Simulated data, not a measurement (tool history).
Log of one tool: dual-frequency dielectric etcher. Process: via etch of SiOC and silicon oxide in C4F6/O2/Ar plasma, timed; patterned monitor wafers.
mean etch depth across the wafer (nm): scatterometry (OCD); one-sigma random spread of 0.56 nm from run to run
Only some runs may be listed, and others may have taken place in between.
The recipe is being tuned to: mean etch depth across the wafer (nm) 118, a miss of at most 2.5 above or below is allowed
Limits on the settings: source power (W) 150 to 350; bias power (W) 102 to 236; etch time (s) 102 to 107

run,hour,source power (W),bias power (W),etch time (s),mean etch depth across the wafer (nm)
1,0,250,169,102,99.127
2,6.2,270,174,102,102.05
3,7.5,280,182,102.5,106.17
4,8.1,280,203,102.5,110.8
5,15.4,260,203,102.5,107.24
6,24,270,205,102.5,109.31
7,27.2,280,207,102.5,111.66
8,33.5,280,207,102.5,111.66
9,38.1,290,208,102.5,112.66
10,38.8,300,210,102.5,115.07
11,44.2,300,211,102.5,113.97

Consider the 4 candidate settings below. Which is the only one whose results all fall within their allowed miss of target?
A,49.6,290,178,102,?
B,49.6,260,206,104.5,?
C,49.6,350,161,103,?
D,49.6,330,186,106,?

move,mean etch depth across the wafer (nm)
A,106.75
B,111.1
C,111.35
D,118.29
A: the biggest miss grows against the last run
B: the biggest miss grows against the last run
C: the biggest miss grows against the last run
D: every result lands within tolerance
Go with D: it meets all targets.
